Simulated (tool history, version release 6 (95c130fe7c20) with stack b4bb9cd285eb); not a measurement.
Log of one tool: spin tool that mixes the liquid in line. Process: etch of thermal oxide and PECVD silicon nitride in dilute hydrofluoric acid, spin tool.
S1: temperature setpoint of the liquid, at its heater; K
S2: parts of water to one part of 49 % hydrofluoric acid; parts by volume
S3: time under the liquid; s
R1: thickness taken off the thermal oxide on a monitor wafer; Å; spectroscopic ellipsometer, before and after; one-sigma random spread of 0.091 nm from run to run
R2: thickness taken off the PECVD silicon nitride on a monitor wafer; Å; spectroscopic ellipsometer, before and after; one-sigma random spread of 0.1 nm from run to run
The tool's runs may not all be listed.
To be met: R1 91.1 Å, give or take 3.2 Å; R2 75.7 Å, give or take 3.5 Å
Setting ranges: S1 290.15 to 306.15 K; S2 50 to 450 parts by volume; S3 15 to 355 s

run 1 hour=0 | S1=298.15 S2=250 S3=180 | R1=25.384 R2=21.291
run 2 hour=2.6 | S1=298.15 S2=250 S3=125 | R1=17.845 R2=14.934
run 3 hour=10.9 | S1=296.65 S2=250 S3=125 | R1=16.976 R2=13.872
run 4 hour=18.2 | S1=298.15 S2=225 S3=135 | R1=22.052 R2=18.371
run 5 hour=24.5 | S1=298.65 S2=200 S3=140 | R1=26.609 R2=21.482
run 6 hour=30.6 | S1=301.65 S2=200 S3=140 | R1=29.886 R2=26.66
-- hour=37.5 thermometer replaced
run 7 hour=37.5 | S1=301.65 S2=200 S3=140 | R1=32.273 R2=30.143
run 8 hour=39.7 | S1=301.65 S2=180 S3=145 | R1=37.545 R2=34.014
run 9 hour=48 | S1=305.15 S2=80 S3=160 | R1=121.64 R2=106.96
run 10 hour=52.5 | S1=304.65 S2=85 S3=160 | R1=112.02 R2=94.386

5 candidate next runs follow, results not yet known. Just one meets every target within its allowed miss. Identify it.
run A hour=57 | S1=306.15 S2=105 S3=235 | R1=? R2=?
run B hour=57 | S1=306.15 S2=120 S3=180 | R1=? R2=?
run C hour=57 | S1=302.15 S2=75 S3=140 | R1=? R2=?
run D hour=57 | S1=301.65 S2=85 S3=165 | R1=? R2=?
run E hour=57 | S1=303.15 S2=90 S3=145 | R1=? R2=?

move=A R1=137.56 R2=126.45
move=B R1=90.168 R2=84.53
move=C R1=103.21 R2=82.278
move=D R1=103.8 R2=82.893
move=E R1=90.581 R2=75.677
A: lands further from the targets than the last run did
B: brings the last run's worst result on target, with another outside its allowed miss
C: closes in on the targets versus the last run, not all within tolerance yet
D: closes in on the targets versus the last run, not all within tolerance yet
E: hits every target within its allowed miss
Answer: E
